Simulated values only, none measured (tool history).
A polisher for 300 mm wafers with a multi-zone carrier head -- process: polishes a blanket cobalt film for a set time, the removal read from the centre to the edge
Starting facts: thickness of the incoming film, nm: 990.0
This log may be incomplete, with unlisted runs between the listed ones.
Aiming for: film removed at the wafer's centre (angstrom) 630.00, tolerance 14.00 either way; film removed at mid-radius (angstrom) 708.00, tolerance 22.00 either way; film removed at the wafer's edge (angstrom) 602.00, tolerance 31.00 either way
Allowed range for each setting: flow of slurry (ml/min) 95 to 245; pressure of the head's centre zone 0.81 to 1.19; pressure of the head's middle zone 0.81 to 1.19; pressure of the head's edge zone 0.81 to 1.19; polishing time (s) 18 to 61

run	hour	flow of slurry (ml/min)	pressure of the head's centre zone	pressure of the head's middle zone	pressure of the head's edge zone	polishing time (s)	film removed at the wafer's centre (angstrom)	film removed at mid-radius (angstrom)	film removed at the wafer's edge (angstrom)
1	0.0	155	1.00	1.00	1.00	39	1132.70	1111.10	1177.80
2	4.3	150	0.99	1.03	0.96	34	970.10	990.49	989.49
3	5.6	150	0.99	1.03	1.00	34	964.42	983.63	988.33
4	9.3	150	0.99	1.03	1.00	28	807.44	821.74	822.91
5	12.9	150	0.92	1.03	1.00	28	741.27	806.86	855.48
6	17.7	150	0.92	1.03	1.00	34	915.45	992.99	1007.50
7	22.6	140	0.94	1.06	0.97	31	829.27	905.78	896.98
8	23.9	135	0.95	1.08	0.95	29	772.47	847.25	825.89
9	27.8	130	0.96	1.11	0.93	27	717.93	816.34	744.70
10	32.8	130	0.96	1.11	0.93	27	723.63	803.69	758.64
11	38.3	125	0.97	1.13	0.91	26	696.09	778.41	726.86
# hour 43.6: edge zone pressure recalibrated
12	43.6	125	0.98	1.14	0.89	25	669.34	750.05	653.84
13	51.9	120	0.98	1.14	0.87	25	672.64	747.26	631.42
14	53.8	115	0.97	1.14	0.87	25	653.29	741.87	635.11

Exactly one of the 5 candidate moves below puts every result within its allowed miss. Which one?
A	55.7	140	0.97	1.17	0.82	25	?	?	?
B	55.7	110	1.06	1.11	0.81	24	?	?	?
C	55.7	110	1.07	1.10	0.84	24	?	?	?
D	55.7	115	0.97	1.13	0.90	24	?	?	?
E	55.7	95	0.95	1.01	0.87	28	?	?	?

move	film removed at the wafer's centre (angstrom)	film removed at mid-radius (angstrom)	film removed at the wafer's edge (angstrom)
A	699.49	795.41	648.99
B	682.33	686.14	593.12
C	688.77	681.09	602.75
D	633.61	705.60	627.26
E	673.03	707.16	691.95
A: further off than the last run
B: further off than the last run
C: further off than the last run
D: all results in spec
E: further off than the last run
D meets every target.
